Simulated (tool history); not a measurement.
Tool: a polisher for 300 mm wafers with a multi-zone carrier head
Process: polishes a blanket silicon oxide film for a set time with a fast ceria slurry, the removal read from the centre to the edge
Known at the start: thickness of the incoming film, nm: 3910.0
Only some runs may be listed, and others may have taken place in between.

run	hour	flow of slurry (ml/min)	pressure of the head's centre zone	pressure of the head's middle zone	pressure of the head's edge zone	polishing time (s)	film removed at the wafer's centre (Å)	film removed at mid-radius (Å)	film removed at the wafer's edge (Å)
1	0	305	1	1	1	69	12387	12131	12200
2	3.4	310	1.02	1.02	1	69	12499	12150	12259
3	6.1	310	1.02	1.02	1	53	9824	9593.2	9315.7
4	10.5	310	1.02	1.02	1	46	8415.4	8256.5	8178.7
5	16.3	310	1.02	1.02	1	31	5672.6	5520.1	5546
6	18.2	310	1.02	1.02	1.06	31	5693.4	5633	5631.9
7	19	355	1.12	1.12	1.12	50	10251	9734.7	9435.3

Forecast run 8:
8	24.8	360	1.13	1.13	1.11	52	?	?	?

Run 8 measured film removed at the wafer's centre (Å) 10627, film removed at mid-radius (Å) 10480, film removed at the wafer's edge (Å) 9505.
